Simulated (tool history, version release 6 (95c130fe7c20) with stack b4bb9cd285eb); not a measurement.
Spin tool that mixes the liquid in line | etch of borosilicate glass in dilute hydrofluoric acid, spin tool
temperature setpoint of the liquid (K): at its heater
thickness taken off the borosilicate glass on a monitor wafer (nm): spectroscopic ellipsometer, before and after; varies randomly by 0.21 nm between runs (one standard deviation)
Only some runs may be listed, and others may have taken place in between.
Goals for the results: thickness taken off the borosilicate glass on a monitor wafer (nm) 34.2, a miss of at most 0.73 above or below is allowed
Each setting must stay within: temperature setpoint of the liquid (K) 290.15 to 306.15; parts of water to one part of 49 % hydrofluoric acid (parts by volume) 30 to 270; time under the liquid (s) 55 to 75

run	hour	temperature setpoint of the liquid (K)	parts of water to one part of 49 % hydrofluoric acid (parts by volume)	time under the liquid (s)	thickness taken off the borosilicate glass on a monitor wafer (nm)
1	0	298.15	150	75	21.457
2	6.8	299.65	145	75	23.593
3	10.2	297.65	145	75	22.031
4	11.1	297.65	115	75	28.875
5	12.8	298.65	115	75	29.843
6	16.3	299.15	115	75	30.747
7	17.1	299.65	115	75	31.117
8	23.2	300.15	115	75	31.999

5 next moves are on the table. One of them brings every result within its allowed miss. Which?
A	29.3	301.15	120	75	?
B	29.3	296.15	100	75	?
C	29.3	301.65	130	75	?
D	29.3	301.15	105	70	?
E	29.3	300.15	120	75	?

move	thickness taken off the borosilicate glass on a monitor wafer (nm)
A	31.465
B	31.892
C	29.208
D	34.235
E	30.299
A: further off than the last run
B: about the same distance from the targets as the last run
C: further off than the last run
D: every result within its allowed miss
E: further off than the last run
Answer: D
